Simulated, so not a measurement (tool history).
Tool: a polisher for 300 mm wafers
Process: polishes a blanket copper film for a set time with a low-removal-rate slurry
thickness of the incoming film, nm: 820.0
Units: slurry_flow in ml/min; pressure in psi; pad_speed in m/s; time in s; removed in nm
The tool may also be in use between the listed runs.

run,day,slurry_flow,pressure,pad_speed,slurry_solids,time,removed
1,0.000,210,3.5,1.42,1.0,82,408.78
2,0.054,210,3.6,1.42,1.0,82,412.86
3,0.367,210,3.6,1.18,1.0,82,339.97
4,0.554,210,3.1,1.18,1.0,82,303.58
5,0.792,160,3.1,1.18,1.0,82,284.93
6,1.112,160,3.1,1.18,1.0,82,285.21
7,1.246,175,3.5,1.18,1.0,82,327.53

Forecast run 8:
8,1.354,180,3.8,1.18,1.0,82,?

removed: 355.80 nm
